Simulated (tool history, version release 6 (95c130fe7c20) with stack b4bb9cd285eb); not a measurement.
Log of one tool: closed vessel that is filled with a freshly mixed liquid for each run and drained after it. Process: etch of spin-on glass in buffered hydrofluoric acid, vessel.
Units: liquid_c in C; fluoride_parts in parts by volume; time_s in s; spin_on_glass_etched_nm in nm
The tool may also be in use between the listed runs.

Run 1, hour 0.0: liquid_c 25.0 C, fluoride_parts 16.0 parts by volume, time_s 90 s. Result: spin_on_glass_etched_nm 116.490 nm.
Run 2, hour 0.9: liquid_c 25.0 C, fluoride_parts 19.5 parts by volume, time_s 90 s. Result: spin_on_glass_etched_nm 95.783 nm.
Run 3, hour 4.0: liquid_c 22.0 C, fluoride_parts 19.5 parts by volume, time_s 90 s. Result: spin_on_glass_etched_nm 81.880 nm.
Run 4, hour 11.5: liquid_c 25.0 C, fluoride_parts 19.5 parts by volume, time_s 90 s. Result: spin_on_glass_etched_nm 95.819 nm.
Run 5, hour 13.5: liquid_c 24.5 C, fluoride_parts 19.5 parts by volume, time_s 90 s. Result: spin_on_glass_etched_nm 93.628 nm.
At hour 22.0: thermometer replaced.
Run 6, hour 22.0: liquid_c 24.5 C, fluoride_parts 19.5 parts by volume, time_s 95 s. Result: spin_on_glass_etched_nm 107.040 nm.

The next listed run, before its measurement:
Run 7, hour 23.6: liquid_c 23.5 C, fluoride_parts 19.5 parts by volume, time_s 95 s. Result: spin_on_glass_etched_nm ?.

spin_on_glass_etched_nm: 101.620 nm

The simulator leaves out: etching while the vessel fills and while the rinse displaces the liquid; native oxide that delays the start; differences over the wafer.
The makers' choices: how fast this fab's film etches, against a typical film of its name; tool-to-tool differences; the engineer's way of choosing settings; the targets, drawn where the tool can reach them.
